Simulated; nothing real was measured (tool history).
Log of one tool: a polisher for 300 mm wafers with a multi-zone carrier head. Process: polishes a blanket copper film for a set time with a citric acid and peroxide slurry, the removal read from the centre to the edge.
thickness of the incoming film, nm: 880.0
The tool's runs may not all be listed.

run	hour	flow of slurry (ml/min)	pressure of the head's centre zone	pressure of the head's middle zone	pressure of the head's edge zone	abrasive content of the slurry	polishing time (s)	film removed at the wafer's centre (nm)	film removed at mid-radius (nm)	film removed at the wafer's edge (nm)
1	0.0	225	1.00	1.00	1.00	1.00	82	166.87	167.98	167.11
2	1.7	235	1.02	1.02	1.02	1.05	83	172.39	173.96	172.16
3	7.9	235	1.02	1.02	1.02	1.15	83	172.59	179.09	174.95
4	10.6	235	0.95	1.02	1.02	1.15	83	163.47	181.54	175.24
5	19.5	245	0.98	1.03	1.03	1.20	85	174.27	185.86	181.66
6	22.0	245	0.98	0.96	1.03	1.20	85	171.70	178.49	184.55
7	27.7	250	1.00	0.98	1.04	1.25	86	182.85	182.37	186.00

Run 8 comes next. What will it give?
8	33.9	255	1.01	1.00	1.05	1.30	88	?	?	?

film removed at the wafer's centre (nm): 188.28
film removed at mid-radius (nm): 191.03
film removed at the wafer's edge (nm): 192.11

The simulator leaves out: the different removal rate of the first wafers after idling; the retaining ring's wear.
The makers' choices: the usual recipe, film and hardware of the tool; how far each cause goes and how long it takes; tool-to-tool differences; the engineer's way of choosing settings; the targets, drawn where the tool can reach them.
